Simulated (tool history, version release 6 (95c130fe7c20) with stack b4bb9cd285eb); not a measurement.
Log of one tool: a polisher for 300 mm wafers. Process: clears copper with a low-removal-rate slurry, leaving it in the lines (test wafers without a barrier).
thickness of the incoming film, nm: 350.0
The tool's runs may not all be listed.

| run | hour | flow of slurry (ml/min) | pressure of the wafer on the pad (kPa) | speed of the pad under the wafer (cm/s) | abrasive content of the slurry | overpolish time after the end point (s) | time until the end point was called (s) | dishing of a wide line in a test structure (nm) |
|---|---|---|---|---|---|---|---|---|
| 1 | 0 | 180 | 22.1 | 104 | 1 | 12 | 100.39 | 34.5 |
| 2 | 2.9 | 215 | 22.1 | 104 | 1 | 12 | 96.874 | 34.516 |
| 3 | 5.3 | 215 | 22.1 | 94 | 1 | 12 | 106.84 | 29.459 |
| 4 | 6 | 215 | 22.1 | 94 | 1 | 9 | 107.68 | 23.741 |
| 5 | 12.6 | 215 | 22.1 | 94 | 0.85 | 9 | 110.65 | 22.71 |
| 6 | 19.2 | 215 | 22.1 | 94 | 0.75 | 9 | 114.51 | 22.709 |

The next listed run, before its measurement:
|  | 20 | slurry blender recalibrated |
| 7 | 20 | 210 | 21.4 | 94 | 0.75 | 9 | ? | ? |

time until the end point was called (s): 110.5
dishing of a wide line in a test structure (nm): 23.019
